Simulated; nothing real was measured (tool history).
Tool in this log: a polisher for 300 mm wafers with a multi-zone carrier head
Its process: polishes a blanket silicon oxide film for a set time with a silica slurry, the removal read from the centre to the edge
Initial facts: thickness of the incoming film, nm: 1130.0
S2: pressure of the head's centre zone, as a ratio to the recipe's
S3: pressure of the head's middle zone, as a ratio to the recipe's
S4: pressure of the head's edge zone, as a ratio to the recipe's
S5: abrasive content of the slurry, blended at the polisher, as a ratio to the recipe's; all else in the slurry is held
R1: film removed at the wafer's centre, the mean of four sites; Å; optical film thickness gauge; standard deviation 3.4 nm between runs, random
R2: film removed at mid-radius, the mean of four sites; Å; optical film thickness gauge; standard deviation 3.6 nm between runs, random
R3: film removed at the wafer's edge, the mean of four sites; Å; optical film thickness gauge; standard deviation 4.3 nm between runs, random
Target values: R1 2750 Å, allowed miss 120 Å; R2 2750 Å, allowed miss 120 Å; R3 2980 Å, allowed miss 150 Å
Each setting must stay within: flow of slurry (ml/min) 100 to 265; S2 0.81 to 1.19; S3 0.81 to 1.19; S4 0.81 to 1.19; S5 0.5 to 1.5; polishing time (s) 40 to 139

run 1 hour=0 | flow_of_slurry_(ml/min)=170 S2=1 S3=1 S4=1 S5=1 polishing_time_(s)=89 | R1=2280.4 R2=2418 R3=2394
run 2 hour=1.9 | flow_of_slurry_(ml/min)=180 S2=1.01 S3=0.99 S4=1.05 S5=1.1 polishing_time_(s)=89 | R1=2364.7 R2=2424.6 R3=2487.9
run 3 hour=7.5 | flow_of_slurry_(ml/min)=180 S2=1.01 S3=0.98 S4=1.07 S5=1.25 polishing_time_(s)=90 | R1=2485.1 R2=2558.2 R3=2639.9
run 4 hour=12.5 | flow_of_slurry_(ml/min)=185 S2=1.01 S3=0.97 S4=1.09 S5=1.3 polishing_time_(s)=91 | R1=2535.7 R2=2628.7 R3=2697.9
run 5 hour=17.6 | flow_of_slurry_(ml/min)=185 S2=1.01 S3=0.97 S4=1.09 S5=1.1 polishing_time_(s)=91 | R1=2407 R2=2479.2 R3=2630.4
run 6 hour=20 | flow_of_slurry_(ml/min)=185 S2=1.01 S3=0.97 S4=1.06 S5=1.1 polishing_time_(s)=91 | R1=2372 R2=2456.2 R3=2658.9
run 7 hour=27 | flow_of_slurry_(ml/min)=200 S2=1.03 S3=0.98 S4=1.06 S5=1.15 polishing_time_(s)=92 | R1=2541.4 R2=2602 R3=2612.4
run 8 hour=30.9 | flow_of_slurry_(ml/min)=200 S2=1.03 S3=0.98 S4=1.06 S5=1.15 polishing_time_(s)=92 | R1=2564.1 R2=2550.4 R3=2655.7
run 9 hour=37.5 | flow_of_slurry_(ml/min)=200 S2=1.03 S3=0.97 S4=1.08 S5=1.2 polishing_time_(s)=93 | R1=2595.5 R2=2588.2 R3=2722.7

Which one of the following 4 next-run settings gets every result inside its allowed miss? There is exactly one.
run A hour=44.1 | flow_of_slurry_(ml/min)=230 S2=1.06 S3=1.16 S4=0.99 S5=1.5 polishing_time_(s)=81 | R1=? R2=? R3=?
run B hour=44.1 | flow_of_slurry_(ml/min)=230 S2=1.04 S3=0.96 S4=1.14 S5=1.3 polishing_time_(s)=95 | R1=? R2=? R3=?
run C hour=44.1 | flow_of_slurry_(ml/min)=210 S2=1.08 S3=1.11 S4=1.05 S5=1.4 polishing_time_(s)=77 | R1=? R2=? R3=?
run D hour=44.1 | flow_of_slurry_(ml/min)=165 S2=1.02 S3=1.11 S4=1.06 S5=1.5 polishing_time_(s)=81 | R1=? R2=? R3=?

move=A R1=2566.5 R2=2794.4 R3=2477.6
move=B R1=2836.1 R2=2683 R3=2977.5
move=C R1=2410 R2=2482.9 R3=2352.1
move=D R1=2352.8 R2=2578.6 R3=2472.6
A: its largest miss is bigger than the last run's
B: all results in spec
C: its largest miss is bigger than the last run's
D: its largest miss is bigger than the last run's
B is the move that brings every result within its allowed miss.

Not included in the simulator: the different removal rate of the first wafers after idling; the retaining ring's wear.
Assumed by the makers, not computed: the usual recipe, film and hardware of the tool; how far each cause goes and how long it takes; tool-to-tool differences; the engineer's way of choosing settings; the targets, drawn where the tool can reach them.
